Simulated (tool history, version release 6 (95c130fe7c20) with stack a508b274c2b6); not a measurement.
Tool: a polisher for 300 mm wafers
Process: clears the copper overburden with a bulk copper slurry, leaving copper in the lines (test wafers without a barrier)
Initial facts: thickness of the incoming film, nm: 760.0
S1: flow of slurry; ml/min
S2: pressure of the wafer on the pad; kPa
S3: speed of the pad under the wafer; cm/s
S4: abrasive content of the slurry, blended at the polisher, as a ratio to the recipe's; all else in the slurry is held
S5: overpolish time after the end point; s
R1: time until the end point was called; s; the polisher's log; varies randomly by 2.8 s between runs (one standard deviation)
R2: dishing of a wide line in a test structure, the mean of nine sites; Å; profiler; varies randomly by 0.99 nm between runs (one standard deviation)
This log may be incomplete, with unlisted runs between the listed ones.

run 1 hour=0 | S1=140 S2=22.8 S3=112 S4=1 S5=13 | R1=65.108 R2=909.55
run 2 hour=6.3 | S1=140 S2=20.7 S3=106 S4=1 S5=14 | R1=73.965 R2=872.64
run 3 hour=8.7 | S1=140 S2=20.7 S3=106 S4=1.2 S5=14 | R1=70.838 R2=885.73
run 4 hour=14.1 | S1=140 S2=17.9 S3=106 S4=1.2 S5=14 | R1=81.154 R2=830.78
run 5 hour=18.1 | S1=140 S2=17.9 S3=106 S4=1.2 S5=18 | R1=77.907 R2=958.08
run 6 hour=23.3 | S1=135 S2=16.5 S3=100 S4=1.2 S5=19 | R1=89.54 R2=936.85
run 7 hour=26.5 | S1=130 S2=15.2 S3=96 S4=1.2 S5=19 | R1=97.199 R2=852.3
run 8 hour=34.7 | S1=120 S2=10.3 S3=64 S4=1.15 S5=23 | R1=177.38 R2=631.37

Estimate the outcome of run 9 from the log above:
run 9 hour=38.1 | S1=125 S2=11 S3=64 S4=1.15 S5=23 | R1=? R2=?

Run 9 came out at R1 166.23 s, R2 666.05 Å.
